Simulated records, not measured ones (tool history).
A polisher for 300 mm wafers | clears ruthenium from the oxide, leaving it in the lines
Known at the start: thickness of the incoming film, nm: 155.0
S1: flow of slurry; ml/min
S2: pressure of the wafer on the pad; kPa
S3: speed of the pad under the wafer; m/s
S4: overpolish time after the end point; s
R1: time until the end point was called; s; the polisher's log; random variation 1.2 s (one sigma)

Run 1, hour 0.0: S1 220 ml/min, S2 11.7 kPa, S3 1.04 m/s, S4 10 s. Result: R1 168.81 s.
Run 2, hour 3.8: S1 225 ml/min, S2 12.4 kPa, S3 1.04 m/s, S4 10 s. Result: R1 161.41 s.
Run 3, hour 8.8: S1 190 ml/min, S2 12.4 kPa, S3 1.04 m/s, S4 10 s. Result: R1 165.88 s.
Run 4, hour 10.3: S1 210 ml/min, S2 12.4 kPa, S3 1.04 m/s, S4 10 s. Result: R1 161.56 s.
Run 5, hour 12.2: S1 255 ml/min, S2 12.4 kPa, S3 1.04 m/s, S4 10 s. Result: R1 159.97 s.
Run 6, hour 17.8: S1 255 ml/min, S2 13.1 kPa, S3 1.04 m/s, S4 10 s. Result: R1 154.38 s.
Run 7, hour 20.1: S1 255 ml/min, S2 13.8 kPa, S3 1.04 m/s, S4 10 s. Result: R1 146.34 s.

The next listed run, before its measurement:
Run 8, hour 26.3: S1 255 ml/min, S2 14.5 kPa, S3 1.04 m/s, S4 10 s. Result: R1 ?.

R1: 143.28 s
